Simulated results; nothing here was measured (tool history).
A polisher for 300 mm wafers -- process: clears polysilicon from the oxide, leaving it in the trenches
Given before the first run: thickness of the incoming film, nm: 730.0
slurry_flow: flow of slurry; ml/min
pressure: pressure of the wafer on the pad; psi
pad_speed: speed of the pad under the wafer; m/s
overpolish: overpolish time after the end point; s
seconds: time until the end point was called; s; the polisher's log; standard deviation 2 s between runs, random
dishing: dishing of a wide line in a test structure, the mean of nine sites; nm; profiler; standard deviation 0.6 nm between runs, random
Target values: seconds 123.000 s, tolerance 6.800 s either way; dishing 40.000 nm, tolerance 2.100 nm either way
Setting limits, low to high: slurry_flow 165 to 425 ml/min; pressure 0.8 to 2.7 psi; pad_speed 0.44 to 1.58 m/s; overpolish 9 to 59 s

run,hour,slurry_flow,pressure,pad_speed,overpolish,seconds,dishing
1,0.0,275,1.7,1.00,30,87.047,48.192
2,0.5,275,1.9,1.00,30,78.232,50.032
3,3.1,275,1.9,1.00,40,78.752,46.997
4,9.9,275,1.5,1.00,40,98.974,47.947
5,13.9,275,1.5,0.88,40,113.260,50.438
6,22.8,275,1.8,0.88,40,95.099,49.014
7,29.9,260,1.7,0.92,42,94.400,49.468
8,32.5,260,1.7,0.92,42,94.584,47.748
# hour 38.1: slurry nozzle cleaned
9,38.1,260,1.2,0.88,28,133.640,47.307

Which single option among these 4 for the next run brings every result within its allowed miss of target? Just one does.
A,43.7,260,1.4,0.68,24,?,?
B,43.7,165,0.8,1.58,12,?,?
C,43.7,195,0.8,1.26,17,?,?
D,43.7,245,1.0,1.22,25,?,?

move,seconds,dishing
A,146.340,46.371
B,121.310,40.588
C,146.120,42.836
D,118.200,47.882
A: just as far off the targets as the last run
B: each result inside its tolerance
C: just as far off the targets as the last run
D: the biggest miss grows against the last run
Answer: B

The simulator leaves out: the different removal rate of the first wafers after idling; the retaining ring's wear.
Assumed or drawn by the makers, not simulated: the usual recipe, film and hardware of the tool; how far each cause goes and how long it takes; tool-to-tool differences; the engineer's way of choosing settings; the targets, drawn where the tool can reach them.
